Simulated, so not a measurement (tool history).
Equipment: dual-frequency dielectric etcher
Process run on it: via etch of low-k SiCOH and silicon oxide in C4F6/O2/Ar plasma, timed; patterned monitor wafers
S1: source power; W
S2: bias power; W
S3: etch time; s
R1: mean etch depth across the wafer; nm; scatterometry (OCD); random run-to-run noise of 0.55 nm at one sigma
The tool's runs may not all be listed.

run 1 day=0 | S1=340 S2=155 S3=36.5 | R1=95.566
run 2 day=0.283 | S1=350 S2=156 S3=36.5 | R1=97.611
run 3 day=0.45 | S1=300 S2=156 S3=36.5 | R1=89.665
run 4 day=0.742 | S1=310 S2=157 S3=36.5 | R1=91.275
run 5 day=1.025 | S1=310 S2=157 S3=33 | R1=82.064
run 6 day=1.129 | S1=280 S2=157 S3=33 | R1=78.536
run 7 day=1.179 | S1=300 S2=158 S3=33 | R1=81.664
run 8 day=1.529 | S1=360 S2=170 S3=33 | R1=91.739

Run 9 is up next; what results do you expect?
run 9 day=1.717 | S1=370 S2=171 S3=33 | R1=?

{"run 9": {"R1": 92.821}}
